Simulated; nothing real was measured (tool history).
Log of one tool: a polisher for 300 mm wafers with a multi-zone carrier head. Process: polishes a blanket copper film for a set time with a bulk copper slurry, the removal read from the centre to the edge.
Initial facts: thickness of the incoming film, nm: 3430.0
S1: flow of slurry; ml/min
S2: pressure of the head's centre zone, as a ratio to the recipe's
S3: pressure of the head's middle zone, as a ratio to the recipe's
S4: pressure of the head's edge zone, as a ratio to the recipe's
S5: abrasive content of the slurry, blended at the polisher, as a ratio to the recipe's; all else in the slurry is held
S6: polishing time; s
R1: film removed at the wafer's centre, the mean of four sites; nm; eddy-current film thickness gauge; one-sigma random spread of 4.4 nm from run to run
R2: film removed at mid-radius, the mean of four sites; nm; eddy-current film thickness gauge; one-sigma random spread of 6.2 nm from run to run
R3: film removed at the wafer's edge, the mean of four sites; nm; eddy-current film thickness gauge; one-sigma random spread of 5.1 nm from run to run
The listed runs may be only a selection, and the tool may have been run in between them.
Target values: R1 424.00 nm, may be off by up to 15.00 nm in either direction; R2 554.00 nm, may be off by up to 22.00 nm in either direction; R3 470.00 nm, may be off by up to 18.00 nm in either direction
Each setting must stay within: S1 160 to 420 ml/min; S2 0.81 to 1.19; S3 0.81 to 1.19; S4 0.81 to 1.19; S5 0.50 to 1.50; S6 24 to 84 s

run	hour	S1	S2	S3	S4	S5	S6	R1	R2	R3
1	0.0	270	1.00	1.00	1.00	1.00	54	446.84	451.79	446.49
2	7.2	270	1.00	1.00	1.00	0.80	54	427.34	444.23	427.09
3	15.6	275	0.98	1.05	1.02	0.85	54	431.31	466.05	437.95
4	16.8	280	0.95	1.09	1.03	0.85	54	417.05	479.64	446.24
5	23.4	280	0.95	1.09	1.03	0.85	48	370.87	431.68	394.59
6	28.0	280	0.91	1.09	1.03	0.85	48	355.78	434.08	390.48
7	29.8	280	0.91	1.09	1.03	0.85	48	355.83	425.83	396.76
8	36.2	290	0.90	1.12	1.01	0.95	50	366.62	472.42	403.81
9	41.1	295	0.91	1.14	1.03	1.05	51	388.72	484.50	434.87
10	45.9	300	0.91	1.15	1.02	1.10	52	401.55	508.76	440.65

Pick the move, out of 4, that brings all results within their allowed miss; only one does.
A	50.7	290	0.90	1.19	1.01	1.30	55	?	?	?
B	50.7	285	0.95	1.16	0.98	1.10	53	?	?	?
C	50.7	315	0.95	1.19	1.01	1.10	55	?	?	?
D	50.7	305	0.99	1.09	1.02	0.95	56	?	?	?

move	R1	R2	R3
A	426.86	566.66	469.44
B	423.50	521.40	435.19
C	444.19	557.76	461.35
D	460.76	516.96	462.63
A: in spec on every target
B: better than the last run, though not everything is in spec
C: corrects the largest miss of the last run, while another result sits out of spec
D: the biggest miss grows against the last run
Move A is the one to make.
